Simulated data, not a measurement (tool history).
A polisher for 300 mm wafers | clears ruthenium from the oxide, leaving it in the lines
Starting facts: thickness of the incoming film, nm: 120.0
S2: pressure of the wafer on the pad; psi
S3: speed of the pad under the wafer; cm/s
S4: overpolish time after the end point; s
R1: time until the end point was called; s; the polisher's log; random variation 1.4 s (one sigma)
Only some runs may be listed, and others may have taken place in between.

run 1 day=0 | flow_of_slurry_(ml/min)=225 S2=2.4 S3=76 S4=6 | R1=134.4
run 2 day=0.175 | flow_of_slurry_(ml/min)=225 S2=2.7 S3=78 S4=6 | R1=110.14
run 3 day=0.408 | flow_of_slurry_(ml/min)=225 S2=3.1 S3=78 S4=6 | R1=95.656
run 4 day=0.533 | flow_of_slurry_(ml/min)=225 S2=3.2 S3=78 S4=6 | R1=95.457
run 5 day=0.788 | flow_of_slurry_(ml/min)=225 S2=3.3 S3=80 S4=6 | R1=91.033
run 6 day=0.838 | flow_of_slurry_(ml/min)=275 S2=3.3 S3=80 S4=6 | R1=87.247

Run 7 is up next; what results do you expect?
run 7 day=1.088 | flow_of_slurry_(ml/min)=275 S2=3.4 S3=80 S4=6 | R1=?

R1: 88.736 s

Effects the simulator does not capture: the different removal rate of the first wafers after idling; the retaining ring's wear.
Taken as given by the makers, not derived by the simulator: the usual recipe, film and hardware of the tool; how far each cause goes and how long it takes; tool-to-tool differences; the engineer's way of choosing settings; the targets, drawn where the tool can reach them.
